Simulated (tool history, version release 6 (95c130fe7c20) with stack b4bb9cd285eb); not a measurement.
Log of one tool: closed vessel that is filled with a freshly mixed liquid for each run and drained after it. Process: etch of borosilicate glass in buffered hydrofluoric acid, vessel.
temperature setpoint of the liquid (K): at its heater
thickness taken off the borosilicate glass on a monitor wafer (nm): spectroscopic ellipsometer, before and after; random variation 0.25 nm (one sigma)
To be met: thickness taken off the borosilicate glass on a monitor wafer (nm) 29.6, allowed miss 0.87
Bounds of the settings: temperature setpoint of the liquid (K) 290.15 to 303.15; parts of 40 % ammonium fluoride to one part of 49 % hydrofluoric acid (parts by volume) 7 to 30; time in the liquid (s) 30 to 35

run,day,temperature setpoint of the liquid (K),parts of 40 % ammonium fluoride to one part of 49 % hydrofluoric acid (parts by volume),time in the liquid (s),thickness taken off the borosilicate glass on a monitor wafer (nm)
1,0,295.15,19,35,21.966
2,0.367,296.65,19,35,23.577
3,0.525,296.65,19,30,19.942
4,0.688,296.65,15.5,30,24.39
5,1.05,298.15,15.5,30,26.512
6,1.321,298.15,15.5,30,26.75
7,1.383,298.65,15.5,30,27.446
8,1.762,299.15,15.5,30,28.361

Which of these 5 next moves meets every target?
A,2.142,298.15,13,30,?
B,2.142,297.15,14,30,?
C,2.142,298.65,15.5,35,?
D,2.142,300.15,17,35,?
E,2.142,297.15,15.5,35,?

move,thickness taken off the borosilicate glass on a monitor wafer (nm)
A,31.979
B,28.175
C,32.204
D,31.822
E,29.724
A: takes the result that was furthest off past its target
B: further off than the last run
C: takes the result that was furthest off past its target
D: takes the result that was furthest off past its target
E: meets every target
Move E is the one to make.
